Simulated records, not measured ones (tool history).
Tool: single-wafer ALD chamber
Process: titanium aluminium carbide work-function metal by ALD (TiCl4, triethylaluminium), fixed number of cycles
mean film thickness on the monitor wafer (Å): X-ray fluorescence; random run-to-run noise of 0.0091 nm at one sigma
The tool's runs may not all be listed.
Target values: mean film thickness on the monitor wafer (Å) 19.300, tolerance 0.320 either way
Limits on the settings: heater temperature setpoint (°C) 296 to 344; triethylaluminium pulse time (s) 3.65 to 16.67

run    day  heater temperature setpoint (°C)  triethylaluminium pulse time (s)  mean film thickness on the monitor wafer (Å)
  1  0.000                               320                             10.16                                        25.947
  2  0.175                               314                             10.16                                        25.321
  3  0.512                               307                             10.16                                        24.766
  4  0.558                               304                              8.37                                        23.803
  5  0.925                               304                              6.95                                        22.219
  6  0.962                               304                              4.64                                        17.248
  7  1.167                               303                              4.98                                        18.406
  8  1.396                               303                              5.16                                        18.815
  9  1.504                               302                              5.25                                        18.867
 10  1.771                               302                              5.25                                        18.778

Pick the move, out of 4, that brings all results within their allowed miss; only one does.
  A  2.038                               302                              5.13                                             ?
  B  2.038                               306                              5.63                                             ?
  C  2.038                               296                              5.67                                             ?
  D  2.038                               300                              5.06                                             ?

move  mean film thickness on the monitor wafer (Å)
   A                                        18.560
   B                                        20.100
   C                                        19.383
   D                                        18.219
A: misses by more than the last run did
B: the result that was furthest off in the last run now lies on the other side of its target
C: in spec on every target
D: misses by more than the last run did
C is the move that brings every result within its allowed miss.
